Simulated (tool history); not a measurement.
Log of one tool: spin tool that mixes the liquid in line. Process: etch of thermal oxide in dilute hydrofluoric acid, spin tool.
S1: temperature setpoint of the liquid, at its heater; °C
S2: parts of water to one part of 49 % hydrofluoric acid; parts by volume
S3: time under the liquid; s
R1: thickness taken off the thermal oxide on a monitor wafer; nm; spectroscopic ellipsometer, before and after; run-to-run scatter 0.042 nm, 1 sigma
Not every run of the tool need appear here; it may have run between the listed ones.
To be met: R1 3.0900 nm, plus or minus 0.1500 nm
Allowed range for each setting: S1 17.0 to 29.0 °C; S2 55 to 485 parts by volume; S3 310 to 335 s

Run 1, hour 0.0: S1 21.0 °C, S2 270 parts by volume, S3 310 s. Result: R1 4.2443 nm.
Run 2, hour 8.1: S1 21.0 °C, S2 270 parts by volume, S3 310 s. Result: R1 4.1220 nm.
Run 3, hour 14.1: S1 20.5 °C, S2 275 parts by volume, S3 310 s. Result: R1 4.0702 nm.
Run 4, hour 20.7: S1 20.0 °C, S2 280 parts by volume, S3 310 s. Result: R1 3.8393 nm.
Run 5, hour 27.6: S1 19.5 °C, S2 285 parts by volume, S3 310 s. Result: R1 3.7145 nm.
Run 6, hour 34.2: S1 19.5 °C, S2 290 parts by volume, S3 310 s. Result: R1 3.7510 nm.
Run 7, hour 38.8: S1 19.5 °C, S2 295 parts by volume, S3 310 s. Result: R1 3.5299 nm.
Run 8, hour 46.9: S1 18.5 °C, S2 305 parts by volume, S3 310 s. Result: R1 3.3261 nm.

5 next moves are on the table. One of them brings every result within its allowed miss. Which?
Run A, hour 55.0: S1 20.0 °C, S2 315 parts by volume, S3 330 s. Result: R1 ?.
Run B, hour 55.0: S1 22.5 °C, S2 385 parts by volume, S3 335 s. Result: R1 ?.
Run C, hour 55.0: S1 19.0 °C, S2 300 parts by volume, S3 335 s. Result: R1 ?.
Run D, hour 55.0: S1 20.0 °C, S2 290 parts by volume, S3 310 s. Result: R1 ?.
Run E, hour 55.0: S1 17.0 °C, S2 280 parts by volume, S3 310 s. Result: R1 ?.

move      R1
   A  3.5637
   B  3.0375
   C  3.7107
   D  3.7183
   E  3.4717
A: further off than the last run
B: each result inside its tolerance
C: further off than the last run
D: further off than the last run
E: further off than the last run
Answer: B
